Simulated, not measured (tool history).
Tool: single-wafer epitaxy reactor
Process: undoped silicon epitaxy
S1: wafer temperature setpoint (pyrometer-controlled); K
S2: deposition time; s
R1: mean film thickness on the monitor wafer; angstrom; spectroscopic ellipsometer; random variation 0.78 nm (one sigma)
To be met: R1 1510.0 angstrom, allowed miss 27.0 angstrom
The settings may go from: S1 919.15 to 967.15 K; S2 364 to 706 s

Run 1, hour 0.0: S1 943.15 K, S2 535 s. Result: R1 1288.8 angstrom.
Run 2, hour 8.5: S1 948.15 K, S2 535 s. Result: R1 1444.4 angstrom.
Run 3, hour 11.4: S1 943.15 K, S2 535 s. Result: R1 1288.1 angstrom.
Run 4, hour 20.0: S1 944.15 K, S2 535 s. Result: R1 1307.9 angstrom.
Run 5, hour 24.5: S1 945.15 K, S2 535 s. Result: R1 1337.7 angstrom.
Run 6, hour 26.4: S1 955.15 K, S2 535 s. Result: R1 1715.4 angstrom.
Run 7, hour 27.2: S1 954.15 K, S2 535 s. Result: R1 1662.4 angstrom.
Run 8, hour 35.7: S1 953.15 K, S2 535 s. Result: R1 1626.2 angstrom.
Run 9, hour 38.2: S1 949.15 K, S2 534 s. Result: R1 1477.4 angstrom.

5 next moves are on the table. One of them brings every result within its allowed miss. Which?
Run A, hour 40.7: S1 946.15 K, S2 560 s. Result: R1 ?.
Run B, hour 40.7: S1 949.15 K, S2 530 s. Result: R1 ?.
Run C, hour 40.7: S1 951.15 K, S2 502 s. Result: R1 ?.
Run D, hour 40.7: S1 949.15 K, S2 546 s. Result: R1 ?.
Run E, hour 40.7: S1 952.15 K, S2 488 s. Result: R1 ?.

move      R1
   A  1447.0
   B  1469.7
   C  1458.8
   D  1514.1
   E  1451.5
A: further off than the last run
B: further off than the last run
C: further off than the last run
D: meets every target
E: further off than the last run
Move D is the one to make.

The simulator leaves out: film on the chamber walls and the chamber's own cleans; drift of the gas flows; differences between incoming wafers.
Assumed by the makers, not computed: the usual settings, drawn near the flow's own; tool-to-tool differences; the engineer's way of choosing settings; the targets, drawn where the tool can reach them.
